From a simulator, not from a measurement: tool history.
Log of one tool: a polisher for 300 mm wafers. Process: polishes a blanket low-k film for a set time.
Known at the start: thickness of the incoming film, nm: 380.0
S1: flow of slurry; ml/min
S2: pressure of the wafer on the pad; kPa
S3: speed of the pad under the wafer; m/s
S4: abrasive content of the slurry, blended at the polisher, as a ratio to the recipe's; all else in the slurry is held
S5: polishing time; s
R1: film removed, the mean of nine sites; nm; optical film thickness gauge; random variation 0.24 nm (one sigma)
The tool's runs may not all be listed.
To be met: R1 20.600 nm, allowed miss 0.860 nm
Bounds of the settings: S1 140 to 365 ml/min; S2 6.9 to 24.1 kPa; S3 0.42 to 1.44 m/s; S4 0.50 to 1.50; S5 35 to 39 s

Run 1, hour 0.0: S1 235 ml/min, S2 15.2 kPa, S3 0.92 m/s, S4 1.00, S5 39 s. Result: R1 15.919 nm.
Run 2, hour 0.8: S1 235 ml/min, S2 15.9 kPa, S3 0.92 m/s, S4 1.00, S5 39 s. Result: R1 16.408 nm.
Run 3, hour 4.7: S1 195 ml/min, S2 15.9 kPa, S3 0.92 m/s, S4 1.00, S5 39 s. Result: R1 16.194 nm.
Run 4, hour 10.7: S1 195 ml/min, S2 15.9 kPa, S3 0.78 m/s, S4 1.00, S5 39 s. Result: R1 14.551 nm.
Run 5, hour 14.3: S1 195 ml/min, S2 12.4 kPa, S3 0.78 m/s, S4 1.00, S5 39 s. Result: R1 11.855 nm.
Run 6, hour 15.7: S1 160 ml/min, S2 12.4 kPa, S3 0.78 m/s, S4 1.00, S5 39 s. Result: R1 11.949 nm.
Run 7, hour 22.3: S1 160 ml/min, S2 13.8 kPa, S3 0.78 m/s, S4 1.00, S5 39 s. Result: R1 12.681 nm.
Run 8, hour 27.9: S1 160 ml/min, S2 15.2 kPa, S3 0.78 m/s, S4 1.00, S5 39 s. Result: R1 13.648 nm.
Run 9, hour 33.1: S1 160 ml/min, S2 16.5 kPa, S3 0.78 m/s, S4 1.00, S5 39 s. Result: R1 14.584 nm.
Run 10, hour 40.0: S1 160 ml/min, S2 17.9 kPa, S3 0.78 m/s, S4 1.00, S5 39 s. Result: R1 15.642 nm.
Run 11, hour 40.5: S1 160 ml/min, S2 22.1 kPa, S3 0.80 m/s, S4 1.00, S5 39 s. Result: R1 19.250 nm.
Run 12, hour 41.9: S1 160 ml/min, S2 22.8 kPa, S3 0.80 m/s, S4 1.00, S5 39 s. Result: R1 19.486 nm.

5 next moves are on the table. One of them brings every result within its allowed miss. Which?
Run A, hour 43.3: S1 145 ml/min, S2 19.3 kPa, S3 1.06 m/s, S4 1.10, S5 39 s. Result: R1 ?.
Run B, hour 43.3: S1 140 ml/min, S2 24.1 kPa, S3 0.66 m/s, S4 0.95, S5 38 s. Result: R1 ?.
Run C, hour 43.3: S1 140 ml/min, S2 24.1 kPa, S3 0.94 m/s, S4 1.05, S5 39 s. Result: R1 ?.
Run D, hour 43.3: S1 140 ml/min, S2 21.4 kPa, S3 0.84 m/s, S4 0.95, S5 38 s. Result: R1 ?.
Run E, hour 43.3: S1 140 ml/min, S2 24.1 kPa, S3 0.76 m/s, S4 0.95, S5 38 s. Result: R1 ?.

move      R1
   A  19.891
   B  17.092
   C  21.914
   D  17.475
   E  18.357
A: meets every target
B: further off than the last run
C: takes the result that was furthest off past its target
D: further off than the last run
E: further off than the last run
The right move is A.
